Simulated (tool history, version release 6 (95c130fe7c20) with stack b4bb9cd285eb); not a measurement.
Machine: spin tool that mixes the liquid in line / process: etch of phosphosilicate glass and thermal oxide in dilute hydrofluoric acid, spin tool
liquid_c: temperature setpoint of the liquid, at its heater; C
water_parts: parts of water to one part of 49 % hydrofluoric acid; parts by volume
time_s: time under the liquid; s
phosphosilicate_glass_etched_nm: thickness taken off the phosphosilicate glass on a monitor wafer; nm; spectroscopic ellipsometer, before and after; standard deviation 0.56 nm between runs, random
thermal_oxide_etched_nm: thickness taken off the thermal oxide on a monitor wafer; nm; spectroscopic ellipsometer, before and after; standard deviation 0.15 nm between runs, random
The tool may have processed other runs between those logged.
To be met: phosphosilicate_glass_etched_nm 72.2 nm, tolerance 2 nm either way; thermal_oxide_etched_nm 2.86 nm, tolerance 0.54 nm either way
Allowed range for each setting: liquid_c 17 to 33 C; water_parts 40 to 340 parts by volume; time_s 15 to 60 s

| run | hour | liquid_c | water_parts | time_s | phosphosilicate_glass_etched_nm | thermal_oxide_etched_nm |
|---|---|---|---|---|---|---|
| 1 | 0 | 25 | 190 | 30 | 16.384 | 0.68532 |
| 2 | 1.4 | 26 | 165 | 30 | 19.737 | 0.83396 |
| 3 | 9 | 26 | 205 | 30 | 15.408 | 0.57443 |
| 4 | 12.6 | 27 | 180 | 30 | 18.525 | 0.6432 |
|  | 15.6 | thermometer replaced |
| 5 | 15.6 | 27 | 155 | 30 | 24.075 | 0.98939 |
| 6 | 23.4 | 27 | 155 | 40 | 32.238 | 1.2419 |
| 7 | 24.9 | 27.5 | 140 | 40 | 37.239 | 1.3709 |
| 8 | 30.4 | 28 | 125 | 40 | 42.799 | 1.701 |

Consider the 4 candidate settings below. Which is the only one whose results all fall within their allowed miss of target?
| A | 35.9 | 31 | 125 | 60 | ? | ? |
| B | 35.9 | 29 | 195 | 55 | ? | ? |
| C | 35.9 | 28 | 125 | 50 | ? | ? |
| D | 35.9 | 29 | 120 | 55 | ? | ? |

| move | phosphosilicate_glass_etched_nm | thermal_oxide_etched_nm |
|---|---|---|
| A | 71.668 | 3.0344 |
| B | 35.815 | 1.5164 |
| C | 53.468 | 2.2639 |
| D | 64.015 | 2.7104 |
A: every result within its allowed miss
B: its largest miss is bigger than the last run's
C: better than the last run, though not everything is in spec
D: better than the last run, though not everything is in spec
Correct choice: A, which meets every target
